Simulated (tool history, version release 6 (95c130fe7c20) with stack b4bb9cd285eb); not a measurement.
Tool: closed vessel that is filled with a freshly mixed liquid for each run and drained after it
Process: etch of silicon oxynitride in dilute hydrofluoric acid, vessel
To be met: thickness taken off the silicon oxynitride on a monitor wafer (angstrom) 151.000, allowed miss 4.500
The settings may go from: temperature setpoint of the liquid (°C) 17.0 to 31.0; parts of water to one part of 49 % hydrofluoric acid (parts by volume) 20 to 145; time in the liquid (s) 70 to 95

| run | hour | temperature setpoint of the liquid (°C) | parts of water to one part of 49 % hydrofluoric acid (parts by volume) | time in the liquid (s) | thickness taken off the silicon oxynitride on a monitor wafer (angstrom) |
|---|---|---|---|---|---|
| 1 | 0.0 | 23.0 | 80 | 95 | 47.565 |
| 2 | 7.0 | 23.0 | 80 | 95 | 47.512 |
| 3 | 12.6 | 24.5 | 80 | 95 | 51.322 |
| 4 | 19.9 | 25.5 | 70 | 95 | 61.947 |
| 5 | 23.8 | 25.5 | 70 | 95 | 61.758 |
| 6 | 30.9 | 23.0 | 70 | 95 | 54.855 |
| 7 | 33.4 | 24.5 | 60 | 95 | 69.640 |
| 8 | 38.8 | 25.5 | 55 | 95 | 79.293 |
| 9 | 46.5 | 26.5 | 50 | 95 | 92.468 |
| 10 | 53.9 | 27.5 | 45 | 95 | 108.770 |
| 11 | 61.6 | 28.0 | 45 | 95 | 110.730 |
| 12 | 65.0 | 28.5 | 45 | 95 | 114.300 |
| 13 | 68.6 | 29.0 | 45 | 95 | 116.520 |

Which of these 4 next moves meets every target?
| A | 72.2 | 23.0 | 25 | 90 | ? |
| B | 72.2 | 27.0 | 35 | 95 | ? |
| C | 72.2 | 30.0 | 35 | 85 | ? |
| D | 72.2 | 30.5 | 35 | 95 | ? |

| move | thickness taken off the silicon oxynitride on a monitor wafer (angstrom) |
|---|---|
| A | 149.980 |
| B | 136.730 |
| C | 141.150 |
| D | 161.510 |
A: meets every target
B: nearer than the last run, and not there yet
C: nearer than the last run, and not there yet
D: takes the result that was furthest off past its target
Move A is the one to make.
